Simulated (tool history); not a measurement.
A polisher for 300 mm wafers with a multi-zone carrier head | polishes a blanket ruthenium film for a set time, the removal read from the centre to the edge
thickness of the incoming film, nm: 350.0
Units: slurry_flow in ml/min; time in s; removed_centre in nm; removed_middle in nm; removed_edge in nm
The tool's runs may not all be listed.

{"run": 1, "hour": 0.0, "slurry_flow": 190, "centre_zone": 1, "middle_zone": 1, "edge_zone": 1, "time": 48, "removed_centre": 33.555, "removed_middle": 34.799, "removed_edge": 35.922}
{"run": 2, "hour": 5.2, "slurry_flow": 150, "centre_zone": 1, "middle_zone": 1, "edge_zone": 1, "time": 48, "removed_centre": 32.385, "removed_middle": 33.517, "removed_edge": 34.587}
{"run": 3, "hour": 6.0, "slurry_flow": 170, "centre_zone": 1.02, "middle_zone": 1.04, "edge_zone": 1.02, "time": 49, "removed_centre": 34.628, "removed_middle": 35.457, "removed_edge": 35.864}
{"run": 4, "hour": 11.0, "slurry_flow": 185, "centre_zone": 1.02, "middle_zone": 1.07, "edge_zone": 1.03, "time": 50, "removed_centre": 36.633, "removed_middle": 38.087, "removed_edge": 37.862}
{"run": 5, "hour": 12.2, "slurry_flow": 185, "centre_zone": 0.99, "middle_zone": 1.07, "edge_zone": 1.03, "time": 50, "removed_centre": 35.756, "removed_middle": 37.96, "removed_edge": 37.66}
{"run": 6, "hour": 15.6, "slurry_flow": 185, "centre_zone": 0.99, "middle_zone": 1.07, "edge_zone": 0.98, "time": 50, "removed_centre": 34.455, "removed_middle": 37.705, "removed_edge": 36.865}
{"run": 7, "hour": 19.9, "slurry_flow": 200, "centre_zone": 1, "middle_zone": 1.09, "edge_zone": 0.99, "time": 51, "removed_centre": 36.379, "removed_middle": 39.41, "removed_edge": 37.483}

Run 8 comes next. What will it give?
{"run": 8, "hour": 25.6, "slurry_flow": 210, "centre_zone": 1, "middle_zone": 1.11, "edge_zone": 1.01, "time": 52, "removed_centre": "?", "removed_middle": "?", "removed_edge": "?"}

removed_centre: 36.968 nm
removed_middle: 41.23 nm
removed_edge: 39.395 nm

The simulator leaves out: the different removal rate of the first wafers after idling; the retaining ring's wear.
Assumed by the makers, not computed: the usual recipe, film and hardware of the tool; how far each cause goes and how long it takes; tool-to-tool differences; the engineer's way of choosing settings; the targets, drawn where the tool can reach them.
